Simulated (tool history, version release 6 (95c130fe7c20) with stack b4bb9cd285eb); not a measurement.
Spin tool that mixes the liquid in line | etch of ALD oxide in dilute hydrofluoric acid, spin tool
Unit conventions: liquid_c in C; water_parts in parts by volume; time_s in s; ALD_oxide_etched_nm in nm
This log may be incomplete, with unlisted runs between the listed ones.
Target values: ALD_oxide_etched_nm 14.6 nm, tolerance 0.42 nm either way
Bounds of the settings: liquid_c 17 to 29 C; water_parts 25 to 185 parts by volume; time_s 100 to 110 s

| run | hour | liquid_c | water_parts | time_s | ALD_oxide_etched_nm |
|---|---|---|---|---|---|
| 1 | 0 | 21 | 105 | 100 | 8.3272 |
| 2 | 7.4 | 21 | 105 | 100 | 8.3688 |
| 3 | 8.5 | 22 | 100 | 100 | 9.3027 |
| 4 | 9.2 | 23 | 100 | 100 | 9.6226 |
| 5 | 17.4 | 23 | 125 | 100 | 7.3819 |
| 6 | 19.6 | 23 | 110 | 100 | 8.5572 |
| 7 | 26.9 | 27 | 75 | 100 | 15.342 |
| 8 | 28.4 | 26.5 | 75 | 100 | 15.096 |

Which one of the following 4 next-run settings gets every result inside its allowed miss? There is exactly one.
| A | 29.9 | 27 | 80 | 110 | ? |
| B | 29.9 | 27 | 75 | 100 | ? |
| C | 29.9 | 24 | 70 | 100 | ? |
| D | 29.9 | 25 | 70 | 100 | ? |

| move | ALD_oxide_etched_nm |
|---|---|
| A | 15.62 |
| B | 15.255 |
| C | 14.633 |
| D | 15.225 |
A: misses by more than the last run did
B: misses by more than the last run did
C: hits every target within its allowed miss
D: misses by more than the last run did
Correct choice: C, which meets every target
